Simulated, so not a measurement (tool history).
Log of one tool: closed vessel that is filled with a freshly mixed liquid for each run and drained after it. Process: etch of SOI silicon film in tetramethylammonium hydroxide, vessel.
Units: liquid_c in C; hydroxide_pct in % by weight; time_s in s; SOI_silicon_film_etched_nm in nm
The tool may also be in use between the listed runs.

{"run": 1, "day": 0.0, "liquid_c": 58, "hydroxide_pct": 14, "time_s": 30, "SOI_silicon_film_etched_nm": 87.365}
{"run": 2, "day": 0.192, "liquid_c": 57, "hydroxide_pct": 14.5, "time_s": 30, "SOI_silicon_film_etched_nm": 80.65}
{"run": 3, "day": 0.229, "liquid_c": 56, "hydroxide_pct": 14.5, "time_s": 30, "SOI_silicon_film_etched_nm": 75.104}
{"run": 4, "day": 0.492, "liquid_c": 60.5, "hydroxide_pct": 14.5, "time_s": 30, "SOI_silicon_film_etched_nm": 100.74}
{"run": 5, "day": 0.8, "liquid_c": 63.5, "hydroxide_pct": 14.5, "time_s": 30, "SOI_silicon_film_etched_nm": 120.73}
{"run": 6, "day": 1.05, "liquid_c": 62, "hydroxide_pct": 14.5, "time_s": 30, "SOI_silicon_film_etched_nm": 110.95}

Run 7 comes next. What will it give?
{"run": 7, "day": 1.412, "liquid_c": 55.5, "hydroxide_pct": 17.5, "time_s": 30, "SOI_silicon_film_etched_nm": "?"}

{"run 7": {"SOI_silicon_film_etched_nm": 68.123}}

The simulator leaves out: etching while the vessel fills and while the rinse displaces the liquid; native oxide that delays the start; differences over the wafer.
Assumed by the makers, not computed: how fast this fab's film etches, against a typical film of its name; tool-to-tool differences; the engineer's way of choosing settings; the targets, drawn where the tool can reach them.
